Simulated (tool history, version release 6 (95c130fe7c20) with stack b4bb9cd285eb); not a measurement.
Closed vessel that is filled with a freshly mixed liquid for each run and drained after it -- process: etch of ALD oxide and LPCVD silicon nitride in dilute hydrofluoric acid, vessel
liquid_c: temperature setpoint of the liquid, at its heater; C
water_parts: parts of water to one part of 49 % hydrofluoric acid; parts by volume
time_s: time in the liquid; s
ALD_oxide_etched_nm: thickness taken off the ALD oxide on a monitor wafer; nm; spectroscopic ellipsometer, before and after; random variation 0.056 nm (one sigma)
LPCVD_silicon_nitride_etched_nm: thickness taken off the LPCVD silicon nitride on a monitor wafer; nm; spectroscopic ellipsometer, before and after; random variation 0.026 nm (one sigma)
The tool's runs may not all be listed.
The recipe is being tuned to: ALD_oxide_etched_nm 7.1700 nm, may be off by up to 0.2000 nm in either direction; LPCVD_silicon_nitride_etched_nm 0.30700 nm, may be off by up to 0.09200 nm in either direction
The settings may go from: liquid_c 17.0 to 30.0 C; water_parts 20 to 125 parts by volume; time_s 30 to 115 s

| run | day | liquid_c | water_parts | time_s | ALD_oxide_etched_nm | LPCVD_silicon_nitride_etched_nm |
|---|---|---|---|---|---|---|
| 1 | 0.000 | 22.0 | 70 | 60 | 11.1090 | 0.38879 |
| 2 | 0.192 | 23.5 | 70 | 60 | 11.6810 | 0.46758 |
| 3 | 0.529 | 23.5 | 70 | 80 | 15.8540 | 0.54810 |
| 4 | 0.554 | 25.5 | 70 | 80 | 17.1390 | 0.62152 |
| 5 | 0.750 | 24.0 | 85 | 80 | 12.8500 | 0.51353 |
| 6 | 0.971 | 22.0 | 95 | 80 | 10.8620 | 0.37681 |
| 7 | 1.188 | 22.0 | 105 | 80 | 9.5151 | 0.38501 |
| 8 | 1.554 | 21.5 | 110 | 80 | 8.7865 | 0.33295 |
| 9 | 1.817 | 19.5 | 120 | 80 | 7.4938 | 0.24219 |
| 10 | 2.154 | 19.5 | 120 | 80 | 7.4274 | 0.23276 |
| 11 | 2.292 | 20.5 | 120 | 80 | 7.7257 | 0.32001 |

Consider the 5 candidate settings below. Which is the only one whose results all fall within their allowed miss of target?
| A | 2.429 | 20.5 | 115 | 85 | ? | ? |
| B | 2.429 | 21.0 | 120 | 90 | ? | ? |
| C | 2.429 | 23.5 | 125 | 70 | ? | ? |
| D | 2.429 | 19.0 | 105 | 80 | ? | ? |
| E | 2.429 | 25.0 | 125 | 75 | ? | ? |

| move | ALD_oxide_etched_nm | LPCVD_silicon_nitride_etched_nm |
|---|---|---|
| A | 8.6075 | 0.30710 |
| B | 8.8628 | 0.32257 |
| C | 7.2653 | 0.28442 |
| D | 8.4365 | 0.28523 |
| E | 8.2509 | 0.33597 |
A: its largest miss is bigger than the last run's
B: its largest miss is bigger than the last run's
C: hits every target within its allowed miss
D: its largest miss is bigger than the last run's
E: its largest miss is bigger than the last run's
Move C is the one to make.
